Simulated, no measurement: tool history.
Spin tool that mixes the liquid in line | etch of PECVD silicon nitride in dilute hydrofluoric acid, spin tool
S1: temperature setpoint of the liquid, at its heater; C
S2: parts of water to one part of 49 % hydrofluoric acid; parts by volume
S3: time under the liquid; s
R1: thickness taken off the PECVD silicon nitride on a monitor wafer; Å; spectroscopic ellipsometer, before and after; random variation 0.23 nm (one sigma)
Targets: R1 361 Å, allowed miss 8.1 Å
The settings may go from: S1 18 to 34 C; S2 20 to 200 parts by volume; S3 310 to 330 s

{"run": 1, "day": 0.0, "S1": 26, "S2": 110, "S3": 310, "R1": 177.53}
{"run": 2, "day": 0.362, "S1": 26, "S2": 110, "S3": 330, "R1": 191.23}
{"run": 3, "day": 0.454, "S1": 27.5, "S2": 110, "S3": 330, "R1": 207.24}
{"run": 4, "day": 0.517, "S1": 27.5, "S2": 135, "S3": 330, "R1": 169.93}
{"run": 5, "day": 0.85, "S1": 27.5, "S2": 170, "S3": 330, "R1": 135.28}
{"run": 6, "day": 1.1, "S1": 27.5, "S2": 170, "S3": 310, "R1": 127.47}
{"run": 7, "day": 1.158, "S1": 28.5, "S2": 155, "S3": 310, "R1": 147.59}
{"run": 8, "day": 1.333, "S1": 29.5, "S2": 140, "S3": 310, "R1": 175.85}
{"run": 9, "day": 1.571, "S1": 30, "S2": 130, "S3": 310, "R1": 195.4}
{"run": 10, "day": 1.779, "S1": 30.5, "S2": 120, "S3": 310, "R1": 216.85}
{"run": 11, "day": 1.883, "S1": 31, "S2": 115, "S3": 310, "R1": 235.92}
{"run": 12, "day": 2.25, "S1": 34, "S2": 85, "S3": 310, "R1": 382}
{"run": 13, "day": 2.417, "S1": 33.5, "S2": 85, "S3": 310, "R1": 370.65}

Which of these 4 next moves meets every target?
{"run": "A", "day": 2.583, "S1": 31, "S2": 70, "S3": 310, "R1": "?"}
{"run": "B", "day": 2.583, "S1": 34, "S2": 85, "S3": 315, "R1": "?"}
{"run": "C", "day": 2.583, "S1": 33.5, "S2": 85, "S3": 320, "R1": "?"}
{"run": "D", "day": 2.583, "S1": 34, "S2": 90, "S3": 310, "R1": "?"}

move=A R1=388.35
move=B R1=391.21
move=C R1=385.41
move=D R1=363.3
A: further off than the last run
B: further off than the last run
C: further off than the last run
D: meets every target
Move D is the one to make.

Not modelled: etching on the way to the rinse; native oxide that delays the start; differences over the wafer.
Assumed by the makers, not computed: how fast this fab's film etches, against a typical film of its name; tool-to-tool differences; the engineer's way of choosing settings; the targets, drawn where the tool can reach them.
